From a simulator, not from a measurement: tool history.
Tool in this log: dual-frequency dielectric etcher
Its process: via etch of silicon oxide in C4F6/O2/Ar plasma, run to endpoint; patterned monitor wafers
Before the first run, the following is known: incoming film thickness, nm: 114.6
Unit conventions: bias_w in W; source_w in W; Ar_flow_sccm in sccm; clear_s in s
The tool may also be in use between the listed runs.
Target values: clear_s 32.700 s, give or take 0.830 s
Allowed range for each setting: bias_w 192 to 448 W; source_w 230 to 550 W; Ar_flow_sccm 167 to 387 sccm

run	hour	bias_w	source_w	Ar_flow_sccm	clear_s
1	0.0	320	390	277	26.989
2	2.4	320	390	240	26.974
3	11.0	320	390	199	26.158
4	15.1	298	370	204	27.670
5	18.2	279	360	206	29.253
6	18.8	279	320	206	30.551
7	20.4	271	320	206	30.844
8	25.5	264	320	206	31.399
9	32.7	259	320	206	31.769
10	36.6	237	310	207	33.854
11	38.0	237	310	207	34.090
12	46.5	241	310	207	33.631

5 next moves are on the table. One of them brings every result within its allowed miss. Which?
A	55.0	226	280	167	?
B	55.0	210	380	265	?
C	55.0	251	280	275	?
D	55.0	250	310	184	?
E	55.0	262	340	233	?

move	clear_s
A	35.527
B	35.207
C	34.623
D	32.493
E	31.276
A: lands further from the targets than the last run did
B: lands further from the targets than the last run did
C: lands further from the targets than the last run did
D: every result lands within tolerance
E: the result that was furthest off in the last run now lies on the other side of its target
Go with D: it meets all targets.
